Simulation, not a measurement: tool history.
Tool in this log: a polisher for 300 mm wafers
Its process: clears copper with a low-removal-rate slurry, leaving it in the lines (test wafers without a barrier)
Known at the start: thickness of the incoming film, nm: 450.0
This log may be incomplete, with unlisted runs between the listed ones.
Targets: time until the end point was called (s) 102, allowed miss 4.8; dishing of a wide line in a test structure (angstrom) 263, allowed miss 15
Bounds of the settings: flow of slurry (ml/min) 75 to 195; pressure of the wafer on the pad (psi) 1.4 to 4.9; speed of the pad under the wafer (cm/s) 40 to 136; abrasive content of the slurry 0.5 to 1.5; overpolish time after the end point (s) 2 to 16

run	day	flow of slurry (ml/min)	pressure of the wafer on the pad (psi)	speed of the pad under the wafer (cm/s)	abrasive content of the slurry	overpolish time after the end point (s)	time until the end point was called (s)	dishing of a wide line in a test structure (angstrom)
1	0	125	3.1	88	1	8	123.35	202.75
2	0.179	125	3.1	72	1	8	147.98	169.62
3	0.417	125	3.1	60	1	8	178.97	142.61
4	0.7	125	3.1	60	1	10	173.12	175.06
5	0.992	135	3.6	60	1	10	155.35	197.99
6	1.071	105	3.6	60	1	10	165.95	187.15
7	1.267	105	3.6	60	1	10	168.24	183.85
8	1.375	125	4	60	1	10	152.13	196.71
9	1.554	135	4.3	64	1	10	132.4	238.72
10	1.879	135	4.3	64	1	10	131.3	227.19
11	2.121	145	4.5	66	1	10	122.13	242.46
12	2.233	150	4.6	68	1	10	117.55	252.2
13	2.425	155	4.7	70	1	10	110.97	266.1

Consider the 5 candidate settings below. Which is the only one whose results all fall within their allowed miss of target?
A	2.617	145	4.5	68	0.9	11	?	?
B	2.617	140	4.5	64	1.05	11	?	?
C	2.617	160	4.2	68	1.1	11	?	?
D	2.617	155	4.1	72	1.1	10	?	?
E	2.617	150	4.9	72	1.1	9	?	?

move	time until the end point was called (s)	dishing of a wide line in a test structure (angstrom)
A	124.64	267.86
B	127.75	262.17
C	121.74	272.93
D	117.74	258.47
E	104.84	262
A: its largest miss is bigger than the last run's
B: its largest miss is bigger than the last run's
C: its largest miss is bigger than the last run's
D: its largest miss is bigger than the last run's
E: every result lands within tolerance
E meets every target.
